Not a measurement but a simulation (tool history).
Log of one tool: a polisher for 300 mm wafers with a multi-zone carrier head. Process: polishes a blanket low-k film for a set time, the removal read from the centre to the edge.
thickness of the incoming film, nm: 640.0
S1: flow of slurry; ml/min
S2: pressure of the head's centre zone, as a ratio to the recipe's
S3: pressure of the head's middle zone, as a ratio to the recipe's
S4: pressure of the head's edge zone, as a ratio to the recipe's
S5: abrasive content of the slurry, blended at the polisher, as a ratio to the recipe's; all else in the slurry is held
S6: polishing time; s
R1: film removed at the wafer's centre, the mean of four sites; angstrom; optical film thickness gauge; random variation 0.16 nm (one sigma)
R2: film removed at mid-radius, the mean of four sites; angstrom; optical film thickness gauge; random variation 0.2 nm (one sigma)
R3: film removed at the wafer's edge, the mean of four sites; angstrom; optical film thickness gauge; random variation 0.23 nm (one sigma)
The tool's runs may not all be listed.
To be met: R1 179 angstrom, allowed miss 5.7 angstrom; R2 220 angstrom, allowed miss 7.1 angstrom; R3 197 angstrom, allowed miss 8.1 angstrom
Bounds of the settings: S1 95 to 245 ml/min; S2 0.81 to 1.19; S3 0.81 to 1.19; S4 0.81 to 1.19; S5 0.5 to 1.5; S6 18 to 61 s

run	hour	S1	S2	S3	S4	S5	S6	R1	R2	R3
1	0	155	1	1	1	1	39	247.84	255.01	250.13
2	6.3	135	1	1	1	1	39	238.41	249.12	250.93
3	14.1	135	1	0.92	1	1	39	243.31	235.83	247.66
4	21.3	140	0.98	0.93	0.98	0.95	39	233.09	235.54	245.03
5	24.3	140	0.98	0.87	0.98	0.95	39	230.98	223.61	242.51
6	25	145	0.97	0.89	0.96	0.9	39	229.83	222.63	241.95
7	28.4	145	0.96	0.93	0.94	0.85	38	219.25	223.74	225.98
8	34.6	110	0.86	0.98	0.84	0.75	38	172.42	204.71	194.48
9	39	115	0.86	0.99	0.84	0.75	38	173.87	209.12	197.52

Which of these 4 next moves meets every target?
A	43.4	130	0.88	1.03	0.84	0.6	41	?	?	?
B	43.4	150	0.81	1.07	0.88	0.85	34	?	?	?
C	43.4	130	0.87	1.02	0.81	0.75	35	?	?	?
D	43.4	120	0.9	1.06	0.81	0.8	34	?	?	?

move	R1	R2	R3
A	180.08	218.72	193.17
B	163.25	220.35	191.62
C	165.82	202.42	177.11
D	166.9	202.64	173.74
A: meets every target
B: brings the result that was furthest off to its target, and leaves another outside
C: further off than the last run
D: further off than the last run
The right move is A.
